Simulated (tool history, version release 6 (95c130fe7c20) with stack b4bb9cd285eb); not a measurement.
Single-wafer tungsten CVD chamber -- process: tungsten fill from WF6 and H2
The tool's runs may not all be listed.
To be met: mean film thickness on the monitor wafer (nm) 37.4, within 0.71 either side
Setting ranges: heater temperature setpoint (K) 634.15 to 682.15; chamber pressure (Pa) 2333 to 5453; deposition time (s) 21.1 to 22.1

run,hour,heater temperature setpoint (K),chamber pressure (Pa),deposition time (s),mean film thickness on the monitor wafer (nm)
1,0,658.15,3893,22.1,47.277
2,0.7,663.15,3893,22.1,51.959
3,8.1,661.15,3880,22.1,50.318
4,16.2,659.15,3880,22.1,47.946
5,19.7,659.15,4146,22.1,50.049
6,25.1,665.15,4146,22.1,55.074
7,30.8,662.15,4133,22.1,52.266
8,37.9,650.15,4066,22.1,41.753
9,39.3,649.15,4066,22.1,40.785
10,40.9,648.15,4066,22.1,40.097
11,44.9,647.15,4066,22.1,39.809

Exercise: of the 5 proposed moves below, exactly one satisfies all targets within the stated allowed misses. Which move is it?
A,48.9,646.15,4093,22.1,?
B,48.9,648.15,3746,21.1,?
C,48.9,648.15,4133,21.3,?
D,48.9,646.15,4186,22.1,?
E,48.9,648.15,4240,21.1,?

move,mean film thickness on the monitor wafer (nm)
A,38.78
B,37.119
C,38.93
D,39.121
E,38.946
A: nearer the targets than the last run, but a result is still out of spec
B: all results in spec
C: nearer the targets than the last run, but a result is still out of spec
D: nearer the targets than the last run, but a result is still out of spec
E: nearer the targets than the last run, but a result is still out of spec
Answer: B

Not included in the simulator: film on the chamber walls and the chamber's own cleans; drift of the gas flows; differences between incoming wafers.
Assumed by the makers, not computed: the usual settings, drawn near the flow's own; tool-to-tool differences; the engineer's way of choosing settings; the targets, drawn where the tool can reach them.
